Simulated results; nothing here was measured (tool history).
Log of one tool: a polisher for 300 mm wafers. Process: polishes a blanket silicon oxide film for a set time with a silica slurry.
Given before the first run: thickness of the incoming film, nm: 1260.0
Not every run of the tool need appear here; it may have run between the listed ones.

run  hour  flow of slurry (ml/min)  pressure of the wafer on the pad (kPa)  speed of the pad under the wafer (cm/s)  abrasive content of the slurry  polishing time (s)  film removed (nm)
  1   0.0                      130                                    29.0                                      110                            1.00                  98             358.80
  2   8.1                      135                                    31.7                                      110                            1.00                  98             384.71
  3  16.0                      135                                    31.7                                      110                            0.85                  98             353.78
  4  24.9                      135                                    35.2                                      110                            0.85                  98             392.63
  5  29.3                      135                                    35.2                                      110                            0.85                  98             388.51
  6  31.8                      140                                    37.9                                      110                            0.85                  98             416.97
  7  39.2                      140                                    40.0                                      110                            0.85                  98             439.43

Expected results for the next run?
  8  40.8                      140                                    41.4                                      110                            0.85                  98                  ?

Run 8 gave film removed (nm) 460.57.
